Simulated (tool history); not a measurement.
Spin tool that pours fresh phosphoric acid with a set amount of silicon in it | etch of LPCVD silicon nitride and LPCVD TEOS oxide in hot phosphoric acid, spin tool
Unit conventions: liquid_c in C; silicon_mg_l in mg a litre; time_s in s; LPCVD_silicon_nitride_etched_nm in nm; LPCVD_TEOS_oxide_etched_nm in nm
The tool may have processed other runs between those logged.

| run | day | liquid_c | silicon_mg_l | time_s | LPCVD_silicon_nitride_etched_nm | LPCVD_TEOS_oxide_etched_nm |
|---|---|---|---|---|---|---|
| 1 | 0.000 | 160.0 | 16.5 | 180 | 16.8030 | 0.363450 |
| 2 | 0.233 | 160.0 | 24.5 | 180 | 16.6910 | 0.284950 |
| 3 | 0.604 | 160.0 | 19.5 | 180 | 16.6310 | 0.281590 |
| 4 | 0.912 | 158.5 | 19.5 | 180 | 15.8830 | 0.257440 |
| 5 | 1.096 | 158.5 | 19.5 | 240 | 21.1540 | 0.332190 |
| 6 | 1.450 | 158.0 | 21.5 | 180 | 15.6990 | 0.234660 |
| 7 | 1.767 | 157.5 | 23.0 | 135 | 11.4730 | 0.138330 |
| 8 | 2.138 | 157.5 | 21.0 | 110 | 9.4536 | 0.138810 |
| 9 | 2.317 | 156.5 | 26.0 | 65 | 5.3809 | 0.067746 |

Forecast run 10:
| 10 | 2.621 | 156.5 | 26.0 | 65 | ? | ? |

Run 10 produced LPCVD_silicon_nitride_etched_nm 5.3614 nm, LPCVD_TEOS_oxide_etched_nm 0.060673 nm.

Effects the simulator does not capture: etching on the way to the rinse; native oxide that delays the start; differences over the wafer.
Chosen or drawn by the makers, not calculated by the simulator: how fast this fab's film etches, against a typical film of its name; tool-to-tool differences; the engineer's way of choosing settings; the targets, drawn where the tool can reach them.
